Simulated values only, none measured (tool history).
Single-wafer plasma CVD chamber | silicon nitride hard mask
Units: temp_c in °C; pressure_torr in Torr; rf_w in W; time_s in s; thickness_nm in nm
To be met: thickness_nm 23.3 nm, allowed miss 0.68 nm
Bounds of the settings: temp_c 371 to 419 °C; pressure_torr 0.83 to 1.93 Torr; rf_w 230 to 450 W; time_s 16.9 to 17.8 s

run  hour  temp_c  pressure_torr  rf_w  time_s  thickness_nm
  1     0     395           1.38   340    17.8        20.174
  2   0.9     395           1.28   340    17.8        19.871
  3   6.8     395           1.32   345    17.8        20.192
  4   9.3     395           1.14   345    17.8        19.479
  5  17.4     395           1.24   345    17.8        19.925
  6    19     395           1.05   345    17.8        19.073
  7  19.5     395           1.11   350    17.8        19.652
  8  27.2     395           1.15   355    17.8        20.009
  9    30     395           1.19   360    17.8        20.371
 10  31.7     395           1.23   365    17.8        20.776
 11  34.8     395           1.26   370    17.8        21.229
 12    43     395           1.29   370    17.8         21.32
 13  43.9     395           1.31   370    17.8        21.385
 14  48.7     395           1.33   370    17.8        21.569
 15  50.2     395           1.35   370    17.8        21.578
 16    52     395           1.37   370    17.8        21.674
 17  60.3     395           1.39   370    17.8        21.779
 18  66.5     395           1.41   370    17.8        21.751
 19  74.2     395           1.43   370    17.8        21.868
 20  81.4     395           1.45   370    17.8        21.911
 21  88.8     395           1.47   370    17.8        21.953

Which of these 4 next moves meets every target?
  A  96.2     398           1.41   360    16.9             ?
  B  96.2     391           1.36   400    17.8             ?
  C  96.2     400           1.24   365    17.8             ?
  D  96.2     393           1.36   350    16.9             ?

move  thickness_nm
   A        20.253
   B        23.052
   C        20.888
   D        19.639
A: further off than the last run
B: meets every target
C: further off than the last run
D: further off than the last run
Answer: B
